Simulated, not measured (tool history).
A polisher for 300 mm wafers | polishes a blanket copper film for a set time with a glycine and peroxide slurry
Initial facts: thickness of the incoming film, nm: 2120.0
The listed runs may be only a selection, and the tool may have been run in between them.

| run | hour | flow of slurry (ml/min) | pressure of the wafer on the pad (psi) | speed of the pad under the wafer (cm/s) | polishing time (s) | film removed (nm) |
|---|---|---|---|---|---|---|
| 1 | 0.0 | 270 | 3.0 | 102 | 27 | 124.69 |
| 2 | 4.0 | 270 | 3.0 | 112 | 27 | 132.05 |
| 3 | 6.1 | 270 | 3.0 | 112 | 24 | 120.25 |
| 4 | 8.4 | 275 | 3.3 | 112 | 24 | 127.18 |
| 5 | 9.2 | 275 | 3.6 | 116 | 24 | 139.69 |
|  | 11.3 | worn pad replaced by a new one |
| 6 | 11.3 | 275 | 3.8 | 116 | 24 | 153.63 |
| 7 | 19.1 | 275 | 3.9 | 116 | 24 | 159.44 |

Expected results for the next run?
| 8 | 23.1 | 275 | 4.0 | 116 | 24 | ? |

Run 8 yielded film removed (nm) 160.79.
